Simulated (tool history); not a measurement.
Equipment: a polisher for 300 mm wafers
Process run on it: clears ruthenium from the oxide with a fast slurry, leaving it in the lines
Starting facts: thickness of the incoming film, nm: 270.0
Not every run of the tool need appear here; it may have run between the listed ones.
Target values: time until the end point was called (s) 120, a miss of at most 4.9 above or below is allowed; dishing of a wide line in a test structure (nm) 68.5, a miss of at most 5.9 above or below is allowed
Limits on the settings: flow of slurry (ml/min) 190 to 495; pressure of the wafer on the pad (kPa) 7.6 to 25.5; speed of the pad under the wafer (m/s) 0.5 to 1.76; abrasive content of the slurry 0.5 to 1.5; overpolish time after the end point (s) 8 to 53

run	hour	flow of slurry (ml/min)	pressure of the wafer on the pad (kPa)	speed of the pad under the wafer (m/s)	abrasive content of the slurry	overpolish time after the end point (s)	time until the end point was called (s)	dishing of a wide line in a test structure (nm)
1	0	320	16.5	1.12	1	27	64.182	80.616
2	6.3	320	16.5	1.12	1.2	27	59.109	87.797
3	11	280	16.5	1.12	1.2	27	59.508	91.072
4	13.2	280	15.2	1.12	1.2	27	63.78	85.801
5	20.3	330	15.2	1.12	1.2	27	64.175	79.478
6	26.7	280	15.2	1.12	1.2	27	64.655	85.759
7	30	275	14.5	1.1	1.2	28	68.692	79.766
8	33.2	270	13.8	1.08	1.2	30	72.372	81.618
9	33.9	265	13.1	1.06	1.2	32	76.328	81.505
10	41.8	265	12.4	1.04	1.2	33	82.863	80.169
11	47.9	265	11.7	1.02	1.2	34	89.251	77.944

Next run, 5 choices. One meets every target within its allowed miss, the rest don't. Which?
A	54	370	17.2	0.86	1.05	36	?	?
B	54	190	7.6	1.04	1.45	40	?	?
C	54	320	9.7	1.46	1	23	?	?
D	54	260	12.4	0.86	1.2	37	?	?
E	54	250	9.7	0.86	1.05	46	?	?

move	time until the end point was called (s)	dishing of a wide line in a test structure (nm)
A	77.545	90.339
B	117.49	71.164
C	78.18	63.191
D	99.621	76.241
E	130.04	73.366
A: misses by more than the last run did
B: all results land within tolerance of their targets
C: misses by more than the last run did
D: gains on the last run, yet a result remains outside its allowed miss
E: the result that was furthest off in the last run now lies on the other side of its target
The right move is B.

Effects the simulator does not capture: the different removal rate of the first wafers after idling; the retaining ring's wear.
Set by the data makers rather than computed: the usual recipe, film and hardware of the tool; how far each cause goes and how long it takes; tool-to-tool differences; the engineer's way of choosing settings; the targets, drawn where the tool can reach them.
